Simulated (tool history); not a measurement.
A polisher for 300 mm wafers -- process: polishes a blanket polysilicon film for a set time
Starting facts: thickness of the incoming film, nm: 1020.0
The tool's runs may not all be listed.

run	hour	flow of slurry (ml/min)	pressure of the wafer on the pad (kPa)	speed of the pad under the wafer (m/s)	polishing time (s)	film removed (Å)
1	0.0	295	22.8	0.84	25	2185.7
2	3.3	295	22.8	0.84	25	2191.4
3	9.2	295	22.8	0.92	25	2386.1
4	13.5	295	24.8	0.92	25	2543.9
5	17.8	295	20.7	0.92	25	2178.3
6	22.4	295	17.9	0.92	25	1894.4

Expected results for the next run?
7	25.4	295	16.5	0.92	25	?

film removed (Å): 1717.9
